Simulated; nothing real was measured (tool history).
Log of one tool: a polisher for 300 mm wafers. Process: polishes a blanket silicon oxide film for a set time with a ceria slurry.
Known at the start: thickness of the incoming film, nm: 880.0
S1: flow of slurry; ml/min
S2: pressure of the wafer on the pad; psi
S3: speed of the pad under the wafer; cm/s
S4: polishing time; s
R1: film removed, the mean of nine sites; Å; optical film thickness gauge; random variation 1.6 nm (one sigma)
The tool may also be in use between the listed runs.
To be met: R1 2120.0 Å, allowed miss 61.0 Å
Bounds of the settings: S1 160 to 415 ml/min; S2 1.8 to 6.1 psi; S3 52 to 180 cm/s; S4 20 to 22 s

run	hour	S1	S2	S3	S4	R1
1	0.0	265	3.9	116	22	1615.7
2	2.9	265	3.3	116	22	1361.7
3	6.7	265	3.3	116	22	1386.7
4	10.6	215	3.3	116	22	1337.0
5	19.1	215	3.3	130	22	1460.9
6	26.8	240	3.7	130	22	1663.5
7	33.8	260	3.9	130	22	1778.9
8	34.4	280	4.1	130	22	1887.0
9	37.7	290	4.2	130	22	1922.1
10	45.8	295	4.3	130	22	1978.1
11	48.9	300	4.4	130	22	1978.2
# hour 55.1: slurry nozzle cleaned
12	55.1	300	4.7	130	22	2180.8

4 next moves are on the table. One of them brings every result within its allowed miss. Which?
A	61.3	260	4.8	134	22	?
B	61.3	260	5.3	124	22	?
C	61.3	360	5.0	132	22	?
D	61.3	305	4.0	154	21	?

move	R1
A	2251.2
B	2302.5
C	2379.1
D	2096.5
A: further off than the last run
B: further off than the last run
C: further off than the last run
D: meets every target
The right move is D.

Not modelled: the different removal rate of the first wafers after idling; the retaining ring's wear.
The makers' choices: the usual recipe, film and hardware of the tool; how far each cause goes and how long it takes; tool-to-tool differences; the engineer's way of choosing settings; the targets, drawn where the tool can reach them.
